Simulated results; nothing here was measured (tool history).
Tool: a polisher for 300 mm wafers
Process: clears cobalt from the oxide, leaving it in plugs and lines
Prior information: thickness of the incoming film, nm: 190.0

run	hour	flow of slurry (ml/min)	pressure of the wafer on the pad (kPa)	speed of the pad under the wafer (m/s)	overpolish time after the end point (s)	time until the end point was called (s)	dishing of a wide line in a test structure (nm)
1	0	220	17.2	1.18	12	27.964	47.543
2	1.8	220	15.2	1.16	13	31.707	46.713
3	9.3	220	13.8	1.14	14	36.111	43.768
4	15	220	13.8	1.14	10	35.616	37.871
5	18.2	220	12.4	1.12	12	39.778	39.157
6	22.7	220	10.3	1.12	12	47.313	35.001
7	24.5	220	10.3	1.12	14	46.889	40.36

Expected results for the next run?
8	29.5	220	9	1.12	16	?	?

{"run 8": {"time until the end point was called (s)": 55.804, "dishing of a wide line in a test structure (nm)": 38.837}}

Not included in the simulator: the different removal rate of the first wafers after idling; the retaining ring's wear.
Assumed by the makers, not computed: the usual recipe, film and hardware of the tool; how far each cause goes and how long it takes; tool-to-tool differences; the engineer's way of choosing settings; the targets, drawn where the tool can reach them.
